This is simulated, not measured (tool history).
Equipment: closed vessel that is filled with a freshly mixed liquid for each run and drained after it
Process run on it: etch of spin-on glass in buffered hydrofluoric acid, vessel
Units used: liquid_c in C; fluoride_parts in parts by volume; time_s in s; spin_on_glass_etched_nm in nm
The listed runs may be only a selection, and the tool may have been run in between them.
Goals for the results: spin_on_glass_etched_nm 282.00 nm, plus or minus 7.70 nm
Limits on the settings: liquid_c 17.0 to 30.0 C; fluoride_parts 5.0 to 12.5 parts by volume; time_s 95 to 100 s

run,hour,liquid_c,fluoride_parts,time_s,spin_on_glass_etched_nm
1,0.0,22.0,7.5,95,174.10
2,1.7,22.0,7.5,100,179.90
3,4.2,22.0,7.5,95,171.96
4,5.1,22.0,7.5,100,180.71
5,9.3,23.5,7.5,100,198.63
6,12.2,23.5,7.5,100,197.85
7,20.7,25.0,7.5,100,215.43
8,29.4,26.0,7.5,100,226.49
9,33.0,27.0,7.5,100,237.62
10,34.5,27.5,7.5,100,245.71
11,42.8,28.0,7.5,100,253.62
12,47.2,28.5,7.5,100,258.24

Which single option among these 4 for the next run brings every result within its allowed miss of target? Just one does.
A,51.6,30.0,8.5,100,?
B,51.6,28.0,7.5,100,?
C,51.6,26.5,7.0,95,?
D,51.6,30.0,7.5,100,?

move,spin_on_glass_etched_nm
A,239.79
B,247.07
C,233.41
D,274.54
A: lands further from the targets than the last run did
B: lands further from the targets than the last run did
C: lands further from the targets than the last run did
D: every result within its allowed miss
Go with D: it meets all targets.
